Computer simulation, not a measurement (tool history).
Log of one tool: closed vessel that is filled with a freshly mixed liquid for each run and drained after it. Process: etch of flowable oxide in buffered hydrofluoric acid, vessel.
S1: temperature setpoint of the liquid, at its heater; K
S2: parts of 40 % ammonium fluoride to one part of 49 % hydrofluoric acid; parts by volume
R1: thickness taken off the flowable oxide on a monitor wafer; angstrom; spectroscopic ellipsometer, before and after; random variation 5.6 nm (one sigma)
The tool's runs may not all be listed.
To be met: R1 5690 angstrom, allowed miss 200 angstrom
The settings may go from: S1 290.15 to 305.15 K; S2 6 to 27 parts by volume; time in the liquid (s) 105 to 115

Run 1, hour 0: S1 297.15 K, S2 16.5 parts by volume, time in the liquid (s) 105. Result: R1 2633.6 angstrom.
Run 2, hour 5.6: S1 294.15 K, S2 16.5 parts by volume, time in the liquid (s) 105. Result: R1 2238.2 angstrom.
Run 3, hour 9.6: S1 296.65 K, S2 15 parts by volume, time in the liquid (s) 105. Result: R1 2792.9 angstrom.
Run 4, hour 15.2: S1 293.65 K, S2 15 parts by volume, time in the liquid (s) 105. Result: R1 2381 angstrom.
At hour 17.8: thermometer replaced.
Run 5, hour 17.8: S1 295.65 K, S2 15 parts by volume, time in the liquid (s) 105. Result: R1 2423.8 angstrom.
Run 6, hour 25.4: S1 297.65 K, S2 13 parts by volume, time in the liquid (s) 105. Result: R1 3180.3 angstrom.
Run 7, hour 32.3: S1 299.15 K, S2 12 parts by volume, time in the liquid (s) 105. Result: R1 3634.5 angstrom.
Run 8, hour 40.4: S1 300.65 K, S2 11.5 parts by volume, time in the liquid (s) 105. Result: R1 4125.8 angstrom.
Run 9, hour 47.1: S1 301.65 K, S2 11 parts by volume, time in the liquid (s) 105. Result: R1 4588 angstrom.
Run 10, hour 49.7: S1 302.15 K, S2 11 parts by volume, time in the liquid (s) 105. Result: R1 4615.5 angstrom.
Run 11, hour 53.4: S1 302.65 K, S2 11 parts by volume, time in the liquid (s) 105. Result: R1 4830.2 angstrom.
Run 12, hour 54.9: S1 303.15 K, S2 11 parts by volume, time in the liquid (s) 105. Result: R1 4923.4 angstrom.
Run 13, hour 59.7: S1 303.65 K, S2 11 parts by volume, time in the liquid (s) 105. Result: R1 5020.6 angstrom.
Run 14, hour 68: S1 304.15 K, S2 11 parts by volume, time in the liquid (s) 105. Result: R1 5263.4 angstrom.
Run 15, hour 70.4: S1 304.65 K, S2 11 parts by volume, time in the liquid (s) 105. Result: R1 5326.4 angstrom.

Which of these 5 next moves meets every target?
Run A, hour 72.8: S1 300.15 K, S2 8.5 parts by volume, time in the liquid (s) 115. Result: R1 ?.
Run B, hour 72.8: S1 305.15 K, S2 12 parts by volume, time in the liquid (s) 105. Result: R1 ?.
Run C, hour 72.8: S1 305.15 K, S2 12 parts by volume, time in the liquid (s) 110. Result: R1 ?.
Run D, hour 72.8: S1 299.15 K, S2 8 parts by volume, time in the liquid (s) 105. Result: R1 ?.
Run E, hour 72.8: S1 302.65 K, S2 10.5 parts by volume, time in the liquid (s) 105. Result: R1 ?.

move      R1
   A  5685.7
   B  4975.3
   C  5212.2
   D  5254.3
   E  4972.6
A: meets every target
B: further off than the last run
C: further off than the last run
D: further off than the last run
E: further off than the last run
Answer: A
